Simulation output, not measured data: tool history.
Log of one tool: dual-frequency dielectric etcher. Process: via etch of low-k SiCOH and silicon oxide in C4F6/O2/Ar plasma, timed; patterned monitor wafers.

run	hour	source power (kW)	bias power (kW)	etch time (s)	mean etch depth across the wafer (nm)
1	0.0	0.260	0.141	73.0	168.04
2	1.2	0.240	0.139	73.0	163.57
3	9.6	0.270	0.139	73.0	169.60
4	17.9	0.270	0.139	73.0	171.78
5	26.4	0.270	0.120	73.0	162.73
6	29.3	0.260	0.118	73.0	161.27

What does the tool deliver on the next run?
7	37.0	0.250	0.116	73.0	?

Run 7 produced mean etch depth across the wafer (nm) 157.51.
